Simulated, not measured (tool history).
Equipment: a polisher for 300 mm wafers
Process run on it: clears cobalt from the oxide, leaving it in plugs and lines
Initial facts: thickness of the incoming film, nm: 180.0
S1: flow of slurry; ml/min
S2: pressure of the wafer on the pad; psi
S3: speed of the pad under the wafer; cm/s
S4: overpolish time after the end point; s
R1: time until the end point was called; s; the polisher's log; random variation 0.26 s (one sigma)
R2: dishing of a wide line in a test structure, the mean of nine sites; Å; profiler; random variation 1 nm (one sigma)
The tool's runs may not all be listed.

| run | hour | S1 | S2 | S3 | S4 | R1 | R2 |
|---|---|---|---|---|---|---|---|
| 1 | 0 | 245 | 2.2 | 116 | 21 | 29.981 | 486.19 |
| 2 | 8.1 | 245 | 2.4 | 116 | 22 | 28.149 | 489.25 |
| 3 | 9.4 | 245 | 2.6 | 118 | 24 | 26.035 | 512.45 |
| 4 | 17.9 | 245 | 2.8 | 118 | 24 | 24.248 | 524.72 |
| 5 | 20.4 | 245 | 2.8 | 118 | 17 | 24.512 | 485.69 |
| 6 | 25.1 | 245 | 2.8 | 118 | 26 | 23.885 | 519.85 |

Run 7 is up next; what results do you expect?
| 7 | 33.6 | 245 | 2.9 | 118 | 26 | ? | ? |

{"run 7": {"R1": 23.749, "R2": 532.37}}

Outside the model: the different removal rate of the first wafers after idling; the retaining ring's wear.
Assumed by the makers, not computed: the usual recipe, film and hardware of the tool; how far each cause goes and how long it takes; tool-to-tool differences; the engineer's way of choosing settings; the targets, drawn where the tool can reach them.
